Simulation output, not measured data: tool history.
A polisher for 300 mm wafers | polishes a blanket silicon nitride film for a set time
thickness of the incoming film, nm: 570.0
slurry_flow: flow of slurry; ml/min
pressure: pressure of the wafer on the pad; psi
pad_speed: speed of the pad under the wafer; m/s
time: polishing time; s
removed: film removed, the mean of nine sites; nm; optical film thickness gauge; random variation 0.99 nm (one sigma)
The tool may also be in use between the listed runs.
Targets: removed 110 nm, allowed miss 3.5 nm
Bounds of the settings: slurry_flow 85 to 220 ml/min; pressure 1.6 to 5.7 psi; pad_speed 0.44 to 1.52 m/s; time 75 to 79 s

run,day,slurry_flow,pressure,pad_speed,time,removed
1,0,140,3.6,0.98,75,119.89
2,0.367,135,3.5,0.98,75,115.86
3,0.433,135,4,0.98,75,132.66
4,0.633,130,3.8,0.98,75,123.07
5,1.008,120,3.8,0.98,75,123.54
# day 1.238: worn pad replaced by a new one
6,1.238,95,3.8,0.98,75,129.54
7,1.342,100,3.6,0.98,75,124.93
8,1.525,110,3.5,0.98,75,125.1
9,1.783,125,3.3,0.98,75,122.3

5 next moves are on the table. One of them brings every result within its allowed miss. Which?
A,2.042,130,3.8,0.7,75,?
B,2.042,140,3.3,0.76,75,?
C,2.042,90,3.7,0.88,79,?
D,2.042,90,4.5,0.86,79,?
E,2.042,110,2.9,0.94,75,?

move,removed
A,110.44
B,103.6
C,120.8
D,143.78
E,100.68
A: meets every target
B: takes the result that was furthest off past its target
C: nearer than the last run, and not there yet
D: further off than the last run
E: takes the result that was furthest off past its target
Answer: A
